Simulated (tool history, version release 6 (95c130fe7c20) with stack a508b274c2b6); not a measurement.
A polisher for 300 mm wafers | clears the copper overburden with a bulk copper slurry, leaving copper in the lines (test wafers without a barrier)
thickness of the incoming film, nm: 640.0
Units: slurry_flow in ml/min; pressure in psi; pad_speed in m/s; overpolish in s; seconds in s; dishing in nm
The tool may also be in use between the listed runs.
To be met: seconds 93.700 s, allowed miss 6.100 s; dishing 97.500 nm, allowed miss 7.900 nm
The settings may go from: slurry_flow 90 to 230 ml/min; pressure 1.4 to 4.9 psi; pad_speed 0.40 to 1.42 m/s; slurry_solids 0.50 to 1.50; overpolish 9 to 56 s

Run 1, day 0.000: slurry_flow 150 ml/min, pressure 3.1 psi, pad_speed 0.90 m/s, slurry_solids 1.00, overpolish 29 s. Result: seconds 58.212 s, dishing 104.650 nm.
Run 2, day 0.246: slurry_flow 150 ml/min, pressure 3.1 psi, pad_speed 1.12 m/s, slurry_solids 1.00, overpolish 29 s. Result: seconds 48.453 s, dishing 117.070 nm.
Run 3, day 0.329: slurry_flow 150 ml/min, pressure 2.8 psi, pad_speed 1.10 m/s, slurry_solids 1.00, overpolish 31 s. Result: seconds 55.461 s, dishing 106.710 nm.
Run 4, day 0.454: slurry_flow 150 ml/min, pressure 2.2 psi, pad_speed 1.10 m/s, slurry_solids 1.00, overpolish 31 s. Result: seconds 70.461 s, dishing 97.230 nm.
Run 5, day 0.729: slurry_flow 135 ml/min, pressure 2.2 psi, pad_speed 1.10 m/s, slurry_solids 1.00, overpolish 31 s. Result: seconds 70.408 s, dishing 97.545 nm.
Run 6, day 1.067: slurry_flow 135 ml/min, pressure 2.2 psi, pad_speed 0.88 m/s, slurry_solids 1.00, overpolish 31 s. Result: seconds 86.799 s, dishing 87.668 nm.
Run 7, day 1.279: slurry_flow 135 ml/min, pressure 2.2 psi, pad_speed 0.88 m/s, slurry_solids 1.00, overpolish 33 s. Result: seconds 89.736 s, dishing 90.640 nm.
Run 8, day 1.500: slurry_flow 135 ml/min, pressure 2.2 psi, pad_speed 0.88 m/s, slurry_solids 1.00, overpolish 34 s. Result: seconds 85.942 s, dishing 92.989 nm.
Run 9, day 1.817: slurry_flow 135 ml/min, pressure 1.9 psi, pad_speed 0.86 m/s, slurry_solids 1.00, overpolish 42 s. Result: seconds 103.700 s, dishing 92.751 nm.

Which of these 4 next moves meets every target?
Run A, day 2.133: slurry_flow 140 ml/min, pressure 1.8 psi, pad_speed 1.12 m/s, slurry_solids 1.00, overpolish 33 s. Result: seconds ?, dishing ?.
Run B, day 2.133: slurry_flow 160 ml/min, pressure 1.8 psi, pad_speed 1.00 m/s, slurry_solids 0.95, overpolish 27 s. Result: seconds ?, dishing ?.
Run C, day 2.133: slurry_flow 140 ml/min, pressure 1.9 psi, pad_speed 0.94 m/s, slurry_solids 0.95, overpolish 47 s. Result: seconds ?, dishing ?.
Run D, day 2.133: slurry_flow 125 ml/min, pressure 1.7 psi, pad_speed 0.86 m/s, slurry_solids 0.95, overpolish 47 s. Result: seconds ?, dishing ?.

move  seconds  dishing
   A   85.768   86.999
   B   94.657   75.666
   C   97.736   95.572
   D  121.060   86.215
A: takes the result that was furthest off past its target
B: brings the result that was furthest off to its target, and leaves another outside
C: meets every target
D: further off than the last run
Answer: C
